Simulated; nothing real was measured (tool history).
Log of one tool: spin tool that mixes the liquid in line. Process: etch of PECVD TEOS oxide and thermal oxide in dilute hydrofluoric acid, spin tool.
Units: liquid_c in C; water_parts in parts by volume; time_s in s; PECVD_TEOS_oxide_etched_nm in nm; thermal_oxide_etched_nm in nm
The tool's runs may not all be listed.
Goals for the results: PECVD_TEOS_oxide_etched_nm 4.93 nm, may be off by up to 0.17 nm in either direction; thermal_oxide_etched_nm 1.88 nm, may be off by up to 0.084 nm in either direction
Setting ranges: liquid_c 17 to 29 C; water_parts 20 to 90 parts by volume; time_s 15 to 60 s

run  hour  liquid_c  water_parts  time_s  PECVD_TEOS_oxide_etched_nm  thermal_oxide_etched_nm
  1     0        21           50      30                      6.8002                   2.5907
  2   4.6        21           60      30                      5.5921                   2.1162
  3  10.3        21           45      30                      7.6445                   2.8742
  4    11      20.5           45      30                      7.4231                   2.8299
  5  12.3      20.5           35      30                      9.5484                   3.6394
  6  18.4      20.5           35      35                      11.187                   4.2827
  7  19.6      20.5           35      35                      11.323                   4.2306
  8  25.5        20           40      35                      9.4856                   3.6444
  9  32.3        18           60      35                      5.7545                   2.1821
 10  35.7      17.5           65      35                       5.234                   1.9851

4 next moves are on the table. One of them brings every result within its allowed miss. Which?
  A  39.1        17           75      40                           ?                        ?
  B  39.1      17.5           70      40                           ?                        ?
  C  39.1        21           80      40                           ?                        ?
  D  39.1        17           45      25                           ?                        ?

move  PECVD_TEOS_oxide_etched_nm  thermal_oxide_etched_nm
   A                      4.8613                   1.8986
   B                      5.3503                   2.0896
   C                      5.3617                   2.0941
   D                       5.234                   2.0442
A: every result lands within tolerance
B: misses by more than the last run did
C: misses by more than the last run did
D: misses by more than the last run did
Move A is the one to make.

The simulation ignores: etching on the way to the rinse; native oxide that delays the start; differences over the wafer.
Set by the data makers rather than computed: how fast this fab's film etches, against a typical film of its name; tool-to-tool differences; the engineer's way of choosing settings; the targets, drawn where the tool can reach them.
